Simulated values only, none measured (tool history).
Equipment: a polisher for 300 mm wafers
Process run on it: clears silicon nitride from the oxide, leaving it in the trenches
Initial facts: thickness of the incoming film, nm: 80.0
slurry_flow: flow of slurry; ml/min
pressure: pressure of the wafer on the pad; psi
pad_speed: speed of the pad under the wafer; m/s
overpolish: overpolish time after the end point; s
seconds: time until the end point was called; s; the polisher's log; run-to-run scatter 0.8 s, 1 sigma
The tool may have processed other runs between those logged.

run	day	slurry_flow	pressure	pad_speed	overpolish	seconds
1	0.000	250	2.0	1.08	4	122.940
2	0.246	250	2.0	1.32	4	101.170
3	0.388	255	2.0	1.32	4	99.911
4	0.679	255	2.0	1.50	4	87.396
5	0.771	255	1.6	1.50	4	105.930
6	0.892	215	1.6	1.50	4	108.140
7	1.200	220	1.6	1.50	4	106.340

What will run 8 give?
8	1.525	220	1.7	1.50	4	?

For run 8 the tool returned seconds 101.650 s.

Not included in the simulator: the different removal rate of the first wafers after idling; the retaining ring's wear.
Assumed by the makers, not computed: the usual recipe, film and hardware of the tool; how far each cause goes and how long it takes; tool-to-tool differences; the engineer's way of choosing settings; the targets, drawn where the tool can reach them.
